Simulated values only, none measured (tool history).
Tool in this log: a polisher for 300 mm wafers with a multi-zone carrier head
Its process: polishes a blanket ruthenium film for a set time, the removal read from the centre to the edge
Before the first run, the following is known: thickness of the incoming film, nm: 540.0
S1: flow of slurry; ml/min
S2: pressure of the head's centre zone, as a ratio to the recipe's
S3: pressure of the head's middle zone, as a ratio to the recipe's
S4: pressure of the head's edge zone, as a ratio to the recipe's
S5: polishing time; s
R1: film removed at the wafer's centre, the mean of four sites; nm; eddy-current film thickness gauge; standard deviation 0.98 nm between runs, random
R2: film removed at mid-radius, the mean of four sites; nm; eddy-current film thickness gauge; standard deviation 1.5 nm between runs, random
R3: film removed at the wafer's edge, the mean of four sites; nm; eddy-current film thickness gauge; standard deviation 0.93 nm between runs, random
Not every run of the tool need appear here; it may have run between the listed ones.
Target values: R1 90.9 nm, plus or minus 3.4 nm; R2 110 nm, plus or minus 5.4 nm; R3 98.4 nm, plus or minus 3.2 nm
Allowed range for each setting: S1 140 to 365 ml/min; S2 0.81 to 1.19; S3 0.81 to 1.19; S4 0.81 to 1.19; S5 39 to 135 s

| run | day | S1 | S2 | S3 | S4 | S5 | R1 | R2 | R3 |
|---|---|---|---|---|---|---|---|---|---|
| 1 | 0 | 235 | 1 | 1 | 1 | 87 | 123.71 | 120.2 | 121.52 |
| 2 | 0.104 | 180 | 1 | 1 | 1 | 87 | 118.25 | 116.78 | 118.44 |
| 3 | 0.429 | 180 | 0.98 | 1.01 | 0.98 | 85 | 114.9 | 115.37 | 115.01 |
| 4 | 0.654 | 180 | 0.96 | 1.02 | 0.97 | 83 | 107.68 | 113.41 | 113.84 |
| 5 | 0.738 | 180 | 0.96 | 1.04 | 0.96 | 81 | 107.23 | 114.86 | 108.91 |
| 6 | 0.838 | 180 | 0.95 | 1.04 | 0.95 | 80 | 102.88 | 112.66 | 108.34 |
| 7 | 1.125 | 180 | 0.94 | 1.05 | 0.94 | 79 | 98.738 | 109.57 | 103.75 |
| 8 | 1.162 | 180 | 0.93 | 1.06 | 0.93 | 79 | 100.64 | 108.16 | 105.6 |
| 9 | 1.517 | 175 | 0.92 | 1.08 | 0.93 | 78 | 94.203 | 113.79 | 102.95 |

Of the 5 settings listed for the next run, only one would bring every result within its allowed miss of target. Which one?
| A | 1.871 | 240 | 0.93 | 1.03 | 0.93 | 77 | ? | ? | ? |
| B | 1.871 | 140 | 0.95 | 1.13 | 0.98 | 76 | ? | ? | ? |
| C | 1.871 | 185 | 0.98 | 1.12 | 0.94 | 75 | ? | ? | ? |
| D | 1.871 | 150 | 0.91 | 1.08 | 0.92 | 71 | ? | ? | ? |
| E | 1.871 | 185 | 0.83 | 1.16 | 0.93 | 81 | ? | ? | ? |

| move | R1 | R2 | R3 |
|---|---|---|---|
| A | 102.45 | 108.27 | 104.93 |
| B | 93.279 | 105.49 | 99.118 |
| C | 100.92 | 109.04 | 99.743 |
| D | 84.832 | 96.256 | 90.908 |
| E | 92.208 | 121.47 | 107.13 |
A: misses by more than the last run did
B: all results land within tolerance of their targets
C: the worst result of the last run now meets its target, but another is out of spec
D: the result that was furthest off in the last run now lies on the other side of its target
E: misses by more than the last run did
B meets every target.
